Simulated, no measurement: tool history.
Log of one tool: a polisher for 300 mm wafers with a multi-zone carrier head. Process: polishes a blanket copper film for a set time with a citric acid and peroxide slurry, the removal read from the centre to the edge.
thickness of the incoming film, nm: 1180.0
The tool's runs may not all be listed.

run    day  flow of slurry (ml/min)  pressure of the head's centre zone  pressure of the head's middle zone  pressure of the head's edge zone  abrasive content of the slurry  polishing time (s)  film removed at the wafer's centre (nm)  film removed at mid-radius (nm)  film removed at the wafer's edge (nm)
  1  0.000                      185                                1.00                                1.00                              1.00                             1.0                  77                                   136.94                           139.23                                 135.32
  2  0.129                      185                                1.00                                1.00                              1.00                             1.0                  96                                   173.05                           171.01                                 171.67
  3  0.433                      180                                0.98                                1.00                              1.00                             1.0                  96                                   167.90                           170.79                                 172.04
  4  0.717                      180                                0.98                                1.00                              1.00                             1.0                  88                                   155.11                           155.22                                 154.46
  5  0.892                      180                                0.98                                1.00                              0.95                             1.0                  88                                   153.57                           156.76                                 152.17
  6  1.008                      135                                0.98                                1.00                              0.95                             1.0                  88                                   144.86                           150.54                                 146.96
  7  1.158                      135                                0.97                                1.01                              0.96                             1.0                  88                                   144.18                           150.47                                 143.55

The next listed run, before its measurement:
  8  1.188                      135                                0.97                                1.01                              0.96                             1.0                  88                                        ?                                ?                                      ?

Run 8 gave film removed at the wafer's centre (nm) 145.04, film removed at mid-radius (nm) 150.13, film removed at the wafer's edge (nm) 147.21.
